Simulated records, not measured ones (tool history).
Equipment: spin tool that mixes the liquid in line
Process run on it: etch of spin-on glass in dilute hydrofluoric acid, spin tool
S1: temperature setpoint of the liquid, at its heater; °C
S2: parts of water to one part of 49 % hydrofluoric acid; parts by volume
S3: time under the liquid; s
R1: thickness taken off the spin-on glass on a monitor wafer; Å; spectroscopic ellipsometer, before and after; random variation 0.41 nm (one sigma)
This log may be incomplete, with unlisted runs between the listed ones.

run	hour	S1	S2	S3	R1
1	0.0	24	75	75	575.98
2	1.5	24	60	75	735.78
3	2.2	24	60	80	784.61
4	6.1	24	80	80	578.58
5	8.8	24	55	80	869.32
6	15.2	24	65	80	724.25

Run 7 comes next. What will it give?
7	21.6	24	65	80	?

Run 7 came out at R1 721.40 Å.
